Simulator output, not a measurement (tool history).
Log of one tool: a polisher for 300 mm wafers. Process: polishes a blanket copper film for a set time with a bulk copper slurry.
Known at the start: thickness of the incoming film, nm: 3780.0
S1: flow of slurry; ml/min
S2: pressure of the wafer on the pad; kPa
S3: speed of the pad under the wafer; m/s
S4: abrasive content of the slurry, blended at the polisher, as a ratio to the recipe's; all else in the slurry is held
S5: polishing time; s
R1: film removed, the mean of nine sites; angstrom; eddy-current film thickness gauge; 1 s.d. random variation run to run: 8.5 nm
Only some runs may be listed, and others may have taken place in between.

run	hour	S1	S2	S3	S4	S5	R1
1	0.0	240	22.1	1.12	1.0	55	6799.0
2	0.5	240	22.1	0.86	1.0	55	5290.2
3	2.8	240	22.1	1.04	1.0	55	6410.4
4	9.8	240	25.5	1.04	1.0	55	7309.2
5	13.0	240	25.5	1.04	1.1	55	7613.9
6	14.8	240	25.5	1.04	1.1	55	7433.1

What will run 7 give?
7	15.5	240	26.2	1.04	1.1	55	?

{"run 7": {"R1": 7603.1}}
